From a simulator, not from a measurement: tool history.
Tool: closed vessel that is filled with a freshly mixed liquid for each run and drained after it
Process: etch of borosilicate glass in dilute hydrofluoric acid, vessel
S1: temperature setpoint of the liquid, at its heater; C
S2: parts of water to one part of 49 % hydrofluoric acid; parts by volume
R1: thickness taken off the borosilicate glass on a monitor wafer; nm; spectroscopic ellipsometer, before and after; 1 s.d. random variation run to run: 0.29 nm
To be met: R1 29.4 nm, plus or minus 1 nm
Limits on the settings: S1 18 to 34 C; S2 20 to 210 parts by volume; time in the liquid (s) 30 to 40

run 1 hour=0 | S1=26 S2=115 time_in_the_liquid_(s)=40 | R1=14.848
run 2 hour=5.2 | S1=23 S2=115 time_in_the_liquid_(s)=40 | R1=13.247
run 3 hour=12.7 | S1=26.5 S2=100 time_in_the_liquid_(s)=40 | R1=17.902
run 4 hour=14.6 | S1=29 S2=95 time_in_the_liquid_(s)=40 | R1=21.036
run 5 hour=16.1 | S1=30.5 S2=90 time_in_the_liquid_(s)=40 | R1=23.601
run 6 hour=18.5 | S1=30.5 S2=55 time_in_the_liquid_(s)=40 | R1=40.642
run 7 hour=22 | S1=28 S2=55 time_in_the_liquid_(s)=40 | R1=37.393
run 8 hour=26 | S1=26 S2=55 time_in_the_liquid_(s)=40 | R1=34.36
run 9 hour=31.9 | S1=24.5 S2=55 time_in_the_liquid_(s)=40 | R1=31.93
run 10 hour=37.6 | S1=24 S2=55 time_in_the_liquid_(s)=40 | R1=31.788
run 11 hour=41.3 | S1=23.5 S2=55 time_in_the_liquid_(s)=40 | R1=31.085

Which single option among these 4 for the next run brings every result within its allowed miss of target? Just one does.
run A hour=45 | S1=23 S2=50 time_in_the_liquid_(s)=40 | R1=?
run B hour=45 | S1=22.5 S2=50 time_in_the_liquid_(s)=40 | R1=?
run C hour=45 | S1=27 S2=65 time_in_the_liquid_(s)=40 | R1=?
run D hour=45 | S1=28.5 S2=60 time_in_the_liquid_(s)=40 | R1=?

move=A R1=33.953
move=B R1=33.257
move=C R1=30.031
move=D R1=34.778
A: misses by more than the last run did
B: misses by more than the last run did
C: in spec on every target
D: misses by more than the last run did
C meets every target.

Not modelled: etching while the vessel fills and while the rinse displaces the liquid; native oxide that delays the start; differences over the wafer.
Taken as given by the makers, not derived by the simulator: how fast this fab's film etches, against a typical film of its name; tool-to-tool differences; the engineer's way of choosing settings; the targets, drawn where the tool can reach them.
